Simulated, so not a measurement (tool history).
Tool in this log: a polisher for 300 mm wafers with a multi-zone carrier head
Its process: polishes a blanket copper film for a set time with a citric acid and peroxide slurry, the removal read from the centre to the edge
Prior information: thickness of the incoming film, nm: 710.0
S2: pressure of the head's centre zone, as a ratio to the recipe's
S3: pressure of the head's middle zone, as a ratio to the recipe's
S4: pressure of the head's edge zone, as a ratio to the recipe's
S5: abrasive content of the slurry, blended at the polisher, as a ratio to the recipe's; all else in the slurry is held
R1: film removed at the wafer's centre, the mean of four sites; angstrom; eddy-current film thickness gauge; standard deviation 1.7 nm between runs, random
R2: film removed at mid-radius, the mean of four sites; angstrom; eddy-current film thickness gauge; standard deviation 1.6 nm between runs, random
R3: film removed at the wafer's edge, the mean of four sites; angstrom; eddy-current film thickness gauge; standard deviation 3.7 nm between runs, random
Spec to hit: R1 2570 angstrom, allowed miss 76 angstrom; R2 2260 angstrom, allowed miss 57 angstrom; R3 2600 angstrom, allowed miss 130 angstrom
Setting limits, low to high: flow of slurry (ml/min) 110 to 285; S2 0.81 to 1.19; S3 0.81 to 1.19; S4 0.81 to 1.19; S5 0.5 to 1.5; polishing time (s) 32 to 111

Run 1, hour 0: flow of slurry (ml/min) 180, S2 1, S3 1, S4 1, S5 1, polishing time (s) 71. Result: R1 2245 angstrom, R2 2213.8 angstrom, R3 2177.4 angstrom.
Run 2, hour 7.8: flow of slurry (ml/min) 185, S2 1, S3 0.99, S4 1.02, S5 1, polishing time (s) 71. Result: R1 2250.6 angstrom, R2 2246.8 angstrom, R3 2184.6 angstrom.
Run 3, hour 9.2: flow of slurry (ml/min) 180, S2 1, S3 0.97, S4 1.04, S5 1.05, polishing time (s) 71. Result: R1 2258.3 angstrom, R2 2168 angstrom, R3 2197.8 angstrom.
Run 4, hour 16.8: flow of slurry (ml/min) 180, S2 1, S3 0.97, S4 1.04, S5 1.05, polishing time (s) 56. Result: R1 1760 angstrom, R2 1700 angstrom, R3 1800.9 angstrom.
Run 5, hour 24.7: flow of slurry (ml/min) 180, S2 1, S3 0.97, S4 1.06, S5 1.1, polishing time (s) 58. Result: R1 1847.8 angstrom, R2 1800.7 angstrom, R3 1831.9 angstrom.
Run 6, hour 29.3: flow of slurry (ml/min) 175, S2 0.99, S3 0.95, S4 1.07, S5 1.15, polishing time (s) 61. Result: R1 1948.2 angstrom, R2 1872 angstrom, R3 1946 angstrom.
Run 7, hour 36.1: flow of slurry (ml/min) 175, S2 0.99, S3 0.93, S4 1.08, S5 1.2, polishing time (s) 63. Result: R1 2028 angstrom, R2 1922 angstrom, R3 2020.7 angstrom.
Run 8, hour 37.6: flow of slurry (ml/min) 180, S2 0.99, S3 0.92, S4 1.09, S5 1.25, polishing time (s) 64. Result: R1 2078.4 angstrom, R2 1955.4 angstrom, R3 2105.8 angstrom.

Consider the 4 candidate settings below. Which is the only one whose results all fall within their allowed miss of target?
Run A, hour 39.1: flow of slurry (ml/min) 180, S2 0.91, S3 0.9, S4 1.12, S5 1.35, polishing time (s) 61. Result: R1 ?, R2 ?, R3 ?.
Run B, hour 39.1: flow of slurry (ml/min) 190, S2 0.92, S3 1.02, S4 1.15, S5 1.2, polishing time (s) 75. Result: R1 ?, R2 ?, R3 ?.
Run C, hour 39.1: flow of slurry (ml/min) 195, S2 1.03, S3 0.9, S4 1.17, S5 1.2, polishing time (s) 76. Result: R1 ?, R2 ?, R3 ?.
Run D, hour 39.1: flow of slurry (ml/min) 175, S2 0.89, S3 1.17, S4 1.06, S5 1.3, polishing time (s) 54. Result: R1 ?, R2 ?, R3 ?.

move      R1      R2      R3
   A  1852.9  1818.6  2052.4
   B  2282.7  2457.5  2522.2
   C  2590.1    2249  2589.9
   D  1591.2  1990.8  1744.9
A: moves away from the targets compared with the last run
B: closer than the last run, but not yet in spec
C: all results in spec
D: moves away from the targets compared with the last run
Answer: C
